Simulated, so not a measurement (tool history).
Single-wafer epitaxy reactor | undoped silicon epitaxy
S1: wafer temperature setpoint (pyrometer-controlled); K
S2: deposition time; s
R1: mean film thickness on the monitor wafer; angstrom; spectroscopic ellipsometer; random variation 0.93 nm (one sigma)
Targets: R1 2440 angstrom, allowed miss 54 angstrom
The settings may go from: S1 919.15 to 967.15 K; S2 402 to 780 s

run 1 hour=0 | S1=943.15 S2=591 | R1=1387.7
run 2 hour=5.8 | S1=943.15 S2=635 | R1=1501
run 3 hour=9.8 | S1=948.15 S2=636 | R1=1643.1
run 4 hour=17.1 | S1=958.15 S2=636 | R1=1974.7
run 5 hour=24.3 | S1=960.15 S2=642 | R1=2056.3
run 6 hour=29.6 | S1=956.15 S2=642 | R1=1910.5
run 7 hour=30.9 | S1=958.15 S2=648 | R1=2005
run 8 hour=35.6 | S1=960.15 S2=653 | R1=2098.1
run 9 hour=39.2 | S1=960.15 S2=653 | R1=2096.9
run 10 hour=45.3 | S1=961.15 S2=656 | R1=2132.8
run 11 hour=46.8 | S1=962.15 S2=660 | R1=2191.4
run 12 hour=52 | S1=963.15 S2=663 | R1=2245
-- hour=53.8 pyrometer calibrated
run 13 hour=53.8 | S1=964.15 S2=665 | R1=2520

5 next moves are on the table. One of them brings every result within its allowed miss. Which?
run A hour=55.6 | S1=964.15 S2=682 | R1=?
run B hour=55.6 | S1=964.15 S2=674 | R1=?
run C hour=55.6 | S1=962.15 S2=669 | R1=?
run D hour=55.6 | S1=962.15 S2=713 | R1=?
run E hour=55.6 | S1=961.15 S2=699 | R1=?

move=A R1=2587.7
move=B R1=2557.3
move=C R1=2450.1
move=D R1=2611.2
move=E R1=2514.9
A: further off than the last run
B: further off than the last run
C: meets every target
D: further off than the last run
E: nearer than the last run, and not there yet
Answer: C
